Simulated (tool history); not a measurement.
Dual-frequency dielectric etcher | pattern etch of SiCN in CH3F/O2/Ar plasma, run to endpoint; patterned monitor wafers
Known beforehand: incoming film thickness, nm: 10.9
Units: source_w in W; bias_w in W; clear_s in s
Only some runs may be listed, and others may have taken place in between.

| run | hour | source_w | bias_w | clear_s |
|---|---|---|---|---|
| 1 | 0.0 | 290 | 58 | 35.257 |
| 2 | 2.2 | 330 | 58 | 34.270 |
| 3 | 10.5 | 290 | 58 | 35.282 |
| 4 | 14.7 | 290 | 62 | 34.502 |
| 5 | 16.7 | 290 | 70 | 32.881 |
| 6 | 23.8 | 290 | 62 | 34.562 |

What will run 7 give?
| 7 | 24.7 | 260 | 60 | ? |

{"run 7": {"clear_s": 36.077}}
